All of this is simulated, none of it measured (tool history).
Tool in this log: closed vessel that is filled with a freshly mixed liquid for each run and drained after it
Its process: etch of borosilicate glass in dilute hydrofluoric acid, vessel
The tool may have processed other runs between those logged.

run	hour	temperature setpoint of the liquid (K)	parts of water to one part of 49 % hydrofluoric acid (parts by volume)	time in the liquid (s)	thickness taken off the borosilicate glass on a monitor wafer (Å)
1	0	294.15	100	95	245.53
2	1.8	294.15	125	95	190.77
3	4.6	295.15	110	95	230.49
4	7.5	295.15	75	95	355.61
5	13.6	295.15	50	95	549.44
6	18.4	296.15	45	95	636.82
7	23.9	296.65	45	95	652.61
8	25.1	297.15	45	95	668.1
9	30.5	297.65	45	95	675.49
10	34.8	298.15	45	95	689.72

Forecast run 11:
11	36.6	298.65	45	95	?

thickness taken off the borosilicate glass on a monitor wafer (Å): 709.37
